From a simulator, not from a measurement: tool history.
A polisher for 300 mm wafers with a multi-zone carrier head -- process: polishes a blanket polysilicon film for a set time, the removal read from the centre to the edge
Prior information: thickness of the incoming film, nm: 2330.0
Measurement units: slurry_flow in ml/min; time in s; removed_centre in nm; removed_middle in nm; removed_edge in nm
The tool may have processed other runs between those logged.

Run 1, day 0: slurry_flow 195 ml/min, centre_zone 1, middle_zone 1, edge_zone 1, time 42 s. Result: removed_centre 235.14 nm, removed_middle 235.97 nm, removed_edge 219.1 nm.
Run 2, day 0.029: slurry_flow 170 ml/min, centre_zone 1, middle_zone 1, edge_zone 1, time 42 s. Result: removed_centre 229.25 nm, removed_middle 228.72 nm, removed_edge 219.38 nm.
Run 3, day 0.071: slurry_flow 150 ml/min, centre_zone 1, middle_zone 1, edge_zone 1, time 42 s. Result: removed_centre 224.99 nm, removed_middle 223.46 nm, removed_edge 220.05 nm.
Run 4, day 0.212: slurry_flow 150 ml/min, centre_zone 1, middle_zone 1, edge_zone 1, time 52 s. Result: removed_centre 275.98 nm, removed_middle 276.45 nm, removed_edge 269.36 nm.
Run 5, day 0.342: slurry_flow 145 ml/min, centre_zone 1, middle_zone 0.98, edge_zone 0.99, time 48 s. Result: removed_centre 256.56 nm, removed_middle 245.78 nm, removed_edge 240.51 nm.
Run 6, day 0.496: slurry_flow 145 ml/min, centre_zone 1.04, middle_zone 0.98, edge_zone 0.99, time 48 s. Result: removed_centre 258.8 nm, removed_middle 249 nm, removed_edge 248.57 nm.
Run 7, day 0.567: slurry_flow 140 ml/min, centre_zone 1.02, middle_zone 0.96, edge_zone 0.99, time 45 s. Result: removed_centre 240.08 nm, removed_middle 229.98 nm, removed_edge 232.59 nm.
Run 8, day 0.625: slurry_flow 135 ml/min, centre_zone 1.02, middle_zone 0.94, edge_zone 0.98, time 42 s. Result: removed_centre 221.94 nm, removed_middle 207.48 nm, removed_edge 209.44 nm.
Run 9, day 0.846: slurry_flow 130 ml/min, centre_zone 1.02, middle_zone 0.92, edge_zone 0.99, time 40 s. Result: removed_centre 209.8 nm, removed_middle 194.06 nm, removed_edge 203.2 nm.
At day 1.092: edge zone pressure recalibrated.
Run 10, day 1.092: slurry_flow 130 ml/min, centre_zone 1.02, middle_zone 0.91, edge_zone 0.99, time 38 s. Result: removed_centre 197.81 nm, removed_middle 182.27 nm, removed_edge 198.11 nm.
Run 11, day 1.2: slurry_flow 130 ml/min, centre_zone 1.02, middle_zone 0.91, edge_zone 0.99, time 38 s. Result: removed_centre 199.03 nm, removed_middle 180.42 nm, removed_edge 199.28 nm.
Run 12, day 1.329: slurry_flow 130 ml/min, centre_zone 1.01, middle_zone 0.9, edge_zone 0.97, time 36 s. Result: removed_centre 187.64 nm, removed_middle 171.74 nm, removed_edge 185.11 nm.
Run 13, day 1.525: slurry_flow 130 ml/min, centre_zone 1.01, middle_zone 0.89, edge_zone 0.96, time 35 s. Result: removed_centre 181.83 nm, removed_middle 162.99 nm, removed_edge 182.7 nm.
Run 14, day 1.654: slurry_flow 135 ml/min, centre_zone 1.01, middle_zone 0.89, edge_zone 0.94, time 33 s. Result: removed_centre 172.2 nm, removed_middle 156.05 nm, removed_edge 171.67 nm.
Run 15, day 1.783: slurry_flow 120 ml/min, centre_zone 1.01, middle_zone 0.81, edge_zone 0.87, time 23 s. Result: removed_centre 116.07 nm, removed_middle 97.721 nm, removed_edge 112.99 nm.
Run 16, day 2.1: slurry_flow 135 ml/min, centre_zone 1.01, middle_zone 0.81, edge_zone 0.88, time 23 s. Result: removed_centre 121.03 nm, removed_middle 98.962 nm, removed_edge 116.51 nm.

What will run 17 give?
Run 17, day 2.25: slurry_flow 145 ml/min, centre_zone 1.01, middle_zone 0.82, edge_zone 0.89, time 23 s. Result: removed_centre ?, removed_middle ?, removed_edge ?.

removed_centre: 123.97 nm
removed_middle: 102.5 nm
removed_edge: 116.22 nm

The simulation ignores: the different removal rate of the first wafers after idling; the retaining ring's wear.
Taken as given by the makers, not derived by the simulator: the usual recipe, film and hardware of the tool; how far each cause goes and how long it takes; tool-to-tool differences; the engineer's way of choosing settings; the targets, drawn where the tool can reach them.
